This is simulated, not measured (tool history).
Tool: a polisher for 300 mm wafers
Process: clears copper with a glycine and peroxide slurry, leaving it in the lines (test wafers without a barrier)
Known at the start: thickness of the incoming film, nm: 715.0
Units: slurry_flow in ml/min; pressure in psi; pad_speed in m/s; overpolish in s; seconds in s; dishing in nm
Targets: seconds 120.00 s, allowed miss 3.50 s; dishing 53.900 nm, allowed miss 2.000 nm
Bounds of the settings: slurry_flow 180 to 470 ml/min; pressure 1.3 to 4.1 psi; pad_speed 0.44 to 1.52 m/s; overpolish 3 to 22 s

Run 1, hour 0.0: slurry_flow 300 ml/min, pressure 2.7 psi, pad_speed 0.98 m/s, overpolish 11 s. Result: seconds 144.57 s, dishing 39.052 nm.
Run 2, hour 6.5: slurry_flow 300 ml/min, pressure 2.7 psi, pad_speed 0.98 m/s, overpolish 13 s. Result: seconds 145.54 s, dishing 45.607 nm.
Run 3, hour 10.7: slurry_flow 305 ml/min, pressure 2.9 psi, pad_speed 0.98 m/s, overpolish 13 s. Result: seconds 133.87 s, dishing 48.675 nm.
Run 4, hour 12.9: slurry_flow 315 ml/min, pressure 3.0 psi, pad_speed 0.98 m/s, overpolish 13 s. Result: seconds 134.51 s, dishing 49.681 nm.
Run 5, hour 18.5: slurry_flow 315 ml/min, pressure 3.0 psi, pad_speed 0.98 m/s, overpolish 17 s. Result: seconds 130.42 s, dishing 62.192 nm.
Run 6, hour 24.5: slurry_flow 315 ml/min, pressure 3.0 psi, pad_speed 0.82 m/s, overpolish 17 s. Result: seconds 154.95 s, dishing 54.809 nm.
Run 7, hour 30.1: slurry_flow 315 ml/min, pressure 3.2 psi, pad_speed 0.82 m/s, overpolish 16 s. Result: seconds 144.47 s, dishing 54.571 nm.
Run 8, hour 32.0: slurry_flow 315 ml/min, pressure 3.4 psi, pad_speed 0.82 m/s, overpolish 15 s. Result: seconds 136.78 s, dishing 54.807 nm.
Run 9, hour 34.9: slurry_flow 315 ml/min, pressure 3.5 psi, pad_speed 0.82 m/s, overpolish 14 s. Result: seconds 133.32 s, dishing 53.054 nm.
Run 10, hour 43.7: slurry_flow 315 ml/min, pressure 3.6 psi, pad_speed 0.82 m/s, overpolish 14 s. Result: seconds 131.17 s, dishing 53.379 nm.
At hour 51.6: worn pad replaced by a new one.
Run 11, hour 51.6: slurry_flow 315 ml/min, pressure 3.7 psi, pad_speed 0.82 m/s, overpolish 14 s. Result: seconds 118.87 s, dishing 59.512 nm.

Which of these 4 next moves meets every target?
Run A, hour 59.5: slurry_flow 325 ml/min, pressure 3.6 psi, pad_speed 0.90 m/s, overpolish 14 s. Result: seconds ?, dishing ?.
Run B, hour 59.5: slurry_flow 315 ml/min, pressure 4.0 psi, pad_speed 0.76 m/s, overpolish 14 s. Result: seconds ?, dishing ?.
Run C, hour 59.5: slurry_flow 265 ml/min, pressure 4.0 psi, pad_speed 0.82 m/s, overpolish 14 s. Result: seconds ?, dishing ?.
Run D, hour 59.5: slurry_flow 280 ml/min, pressure 3.1 psi, pad_speed 1.00 m/s, overpolish 13 s. Result: seconds ?, dishing ?.

move  seconds  dishing
   A   113.87   61.131
   B   119.66   59.028
   C   114.64   61.117
   D   120.40   54.374
A: further off than the last run
B: nearer than the last run, and not there yet
C: further off than the last run
D: meets every target
Move D is the one to make.
